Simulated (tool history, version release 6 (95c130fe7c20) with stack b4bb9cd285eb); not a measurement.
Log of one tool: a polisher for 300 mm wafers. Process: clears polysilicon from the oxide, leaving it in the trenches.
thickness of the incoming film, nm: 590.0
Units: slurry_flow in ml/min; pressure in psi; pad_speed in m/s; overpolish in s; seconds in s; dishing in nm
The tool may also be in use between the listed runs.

run	hour	slurry_flow	pressure	pad_speed	overpolish	seconds	dishing
1	0.0	165	2.4	1.18	9	34.899	67.059
2	6.6	185	2.4	1.18	9	34.496	67.030
3	14.8	185	2.9	1.18	9	28.003	70.007
4	20.1	185	2.7	1.16	9	30.171	69.253
5	24.2	150	2.7	1.16	9	31.779	67.880
6	30.1	150	2.7	0.86	9	42.782	61.638
7	36.1	150	2.6	0.86	9	45.063	60.626

Forecast run 8:
8	42.8	150	2.5	0.86	9	?	?

seconds: 45.762 s
dishing: 59.381 nm
